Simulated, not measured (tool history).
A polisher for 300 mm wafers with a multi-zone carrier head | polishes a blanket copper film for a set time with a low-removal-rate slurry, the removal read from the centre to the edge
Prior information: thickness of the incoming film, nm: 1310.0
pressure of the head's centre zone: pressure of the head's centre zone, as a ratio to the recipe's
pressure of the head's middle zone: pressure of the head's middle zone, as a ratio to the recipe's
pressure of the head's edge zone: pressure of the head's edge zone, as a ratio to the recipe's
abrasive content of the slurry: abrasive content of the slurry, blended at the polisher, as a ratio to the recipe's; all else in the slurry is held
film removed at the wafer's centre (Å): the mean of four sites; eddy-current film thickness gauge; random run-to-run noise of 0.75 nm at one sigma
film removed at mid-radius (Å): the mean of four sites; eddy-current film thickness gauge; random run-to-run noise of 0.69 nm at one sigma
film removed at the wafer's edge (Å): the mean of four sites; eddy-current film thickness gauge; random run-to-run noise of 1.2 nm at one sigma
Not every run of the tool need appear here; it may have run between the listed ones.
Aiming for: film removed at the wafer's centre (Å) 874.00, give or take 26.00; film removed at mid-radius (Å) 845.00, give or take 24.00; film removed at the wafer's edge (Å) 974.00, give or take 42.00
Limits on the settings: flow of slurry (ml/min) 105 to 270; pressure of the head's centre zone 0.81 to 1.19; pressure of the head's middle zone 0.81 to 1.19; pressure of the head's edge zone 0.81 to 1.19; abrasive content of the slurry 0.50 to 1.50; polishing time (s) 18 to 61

run    day  flow of slurry (ml/min)  pressure of the head's centre zone  pressure of the head's middle zone  pressure of the head's edge zone  abrasive content of the slurry  polishing time (s)  film removed at the wafer's centre (Å)  film removed at mid-radius (Å)  film removed at the wafer's edge (Å)
  1  0.000                      175                                1.00                                1.00                              1.00                            1.00                  39                                  742.08                          717.92                                731.86
  2  0.292                      175                                1.00                                1.07                              1.00                            1.00                  39                                  736.59                          784.82                                734.17
  3  0.550                      180                                1.00                                1.06                              1.02                            1.05                  39                                  751.96                          777.14                                753.38
  4  0.608                      225                                1.00                                1.06                              1.02                            1.05                  39                                  789.14                          822.68                                774.73
  5  0.833                      225                                1.00                                1.05                              1.04                            1.10                  39                                  787.51                          813.43                                791.35
  6  1.038                      225                                1.00                                1.05                              1.04                            1.00                  39                                  774.78                          803.80                                777.85
  7  1.304                      225                                1.00                                1.04                              1.06                            1.05                  39                                  775.25                          781.80                                779.99
  8  1.500                      215                                0.94                                0.99                              1.16                            1.30                  46                                  890.69                          930.24                               1002.00
  9  1.775                      210                                0.94                                0.98                              1.16                            1.30                  46                                  898.70                          910.12                                989.08
 10  2.096                      205                                0.94                                0.97                              1.16                            1.30                  46                                  906.27                          890.32                                997.59
 11  2.400                      200                                0.94                                0.97                              1.16                            1.30                  46                                  895.56                          901.72                                990.58
 12  2.612                      195                                0.94                                0.96                              1.16                            1.30                  46                                  890.31                          894.66                                988.44
 13  2.975                      195                                0.94                                0.95                              1.16                            1.30                  46                                  883.23                          885.66                                980.89
     3.033  -- worn pad replaced by a new one
 14  3.033                      175                                0.95                                0.91                              1.17                            1.30                  46                                  913.29                          876.31                               1047.60

Pick the move, out of 5, that brings all results within their allowed miss; only one does.
  A  3.092                      135                                0.89                                0.90                              1.16                            1.35                  50                                       ?                               ?                                     ?
  B  3.092                      200                                0.84                                0.85                              1.15                            1.45                  46                                       ?                               ?                                     ?
  C  3.092                      205                                0.97                                1.04                              1.08                            1.15                  44                                       ?                               ?                                     ?
  D  3.092                      175                                0.93                                0.97                              1.14                            1.35                  44                                       ?                               ?                                     ?
  E  3.092                      185                                0.95                                0.93                              1.17                            1.25                  43                                       ?                               ?                                     ?

move  film removed at the wafer's centre (Å)  film removed at mid-radius (Å)  film removed at the wafer's edge (Å)
   A                                  904.07                          907.91                               1095.70
   B                                  878.12                          871.11                               1074.50
   C                                  907.79                          951.47                                957.41
   D                                  875.92                          897.95                                992.68
   E                                  868.20                          844.16                                977.90
A: its largest miss is bigger than the last run's
B: its largest miss is bigger than the last run's
C: puts the biggest miss on target and leaves a different result outside tolerance
D: puts the biggest miss on target and leaves a different result outside tolerance
E: meets every target
E meets every target.
